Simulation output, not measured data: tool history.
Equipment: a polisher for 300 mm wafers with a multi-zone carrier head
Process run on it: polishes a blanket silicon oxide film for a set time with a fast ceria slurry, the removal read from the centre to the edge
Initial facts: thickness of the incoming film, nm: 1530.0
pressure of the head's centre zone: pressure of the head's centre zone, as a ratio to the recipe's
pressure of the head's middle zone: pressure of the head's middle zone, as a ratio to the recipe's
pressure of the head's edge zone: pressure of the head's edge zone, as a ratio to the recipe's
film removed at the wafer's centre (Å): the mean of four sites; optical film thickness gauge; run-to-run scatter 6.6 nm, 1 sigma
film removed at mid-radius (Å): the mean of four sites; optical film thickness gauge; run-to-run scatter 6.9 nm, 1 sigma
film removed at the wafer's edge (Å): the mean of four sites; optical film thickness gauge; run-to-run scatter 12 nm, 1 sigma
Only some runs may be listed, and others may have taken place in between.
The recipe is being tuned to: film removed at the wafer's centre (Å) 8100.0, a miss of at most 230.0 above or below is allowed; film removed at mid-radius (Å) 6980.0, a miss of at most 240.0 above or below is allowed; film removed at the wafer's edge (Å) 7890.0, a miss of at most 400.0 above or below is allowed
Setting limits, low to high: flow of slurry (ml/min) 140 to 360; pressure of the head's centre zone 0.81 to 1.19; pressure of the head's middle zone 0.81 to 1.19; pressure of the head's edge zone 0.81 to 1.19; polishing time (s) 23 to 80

| run | hour | flow of slurry (ml/min) | pressure of the head's centre zone | pressure of the head's middle zone | pressure of the head's edge zone | polishing time (s) | film removed at the wafer's centre (Å) | film removed at mid-radius (Å) | film removed at the wafer's edge (Å) |
|---|---|---|---|---|---|---|---|---|---|
| 1 | 0.0 | 230 | 1.00 | 1.00 | 1.00 | 51 | 5262.9 | 5577.8 | 5524.0 |
| 2 | 6.8 | 230 | 1.04 | 1.00 | 1.00 | 51 | 5540.8 | 5562.3 | 5417.9 |
| 3 | 13.5 | 230 | 1.04 | 0.96 | 1.00 | 51 | 5468.0 | 5259.7 | 5448.5 |
| 4 | 15.3 | 285 | 1.04 | 0.96 | 1.00 | 51 | 5717.1 | 5546.4 | 5537.8 |
| 5 | 19.3 | 260 | 1.04 | 0.96 | 1.00 | 51 | 5622.2 | 5410.2 | 5439.5 |
|  | 24.9 | slurry nozzle cleaned |
| 6 | 24.9 | 260 | 1.04 | 0.96 | 1.00 | 46 | 5325.0 | 5111.5 | 5180.1 |
| 7 | 28.8 | 255 | 1.06 | 0.95 | 1.04 | 54 | 6380.8 | 5977.9 | 6373.3 |
| 8 | 35.6 | 265 | 1.09 | 0.96 | 1.08 | 54 | 6598.1 | 6058.5 | 6304.6 |
| 9 | 41.9 | 265 | 1.10 | 0.95 | 1.11 | 56 | 6968.5 | 6262.5 | 6745.3 |
| 10 | 43.2 | 270 | 1.11 | 0.95 | 1.13 | 57 | 7197.3 | 6332.0 | 7012.2 |

4 next moves are on the table. One of them brings every result within its allowed miss. Which?
| A | 44.5 | 215 | 1.09 | 0.89 | 1.07 | 67 | ? | ? | ? |
| B | 44.5 | 345 | 1.07 | 0.93 | 1.17 | 62 | ? | ? | ? |
| C | 44.5 | 265 | 1.13 | 0.82 | 1.15 | 63 | ? | ? | ? |
| D | 44.5 | 250 | 1.06 | 0.88 | 1.17 | 56 | ? | ? | ? |

| move | film removed at the wafer's centre (Å) | film removed at mid-radius (Å) | film removed at the wafer's edge (Å) |
|---|---|---|---|
| A | 8021.8 | 6879.9 | 7751.2 |
| B | 7669.9 | 6915.0 | 7769.5 |
| C | 8015.0 | 6183.0 | 7696.0 |
| D | 6639.3 | 5791.9 | 6866.1 |
A: each result inside its tolerance
B: an improvement on the last run, though not all results are within tolerance
C: brings the result that was furthest off to its target, and leaves another outside
D: its largest miss is bigger than the last run's
The move that meets every target is A.
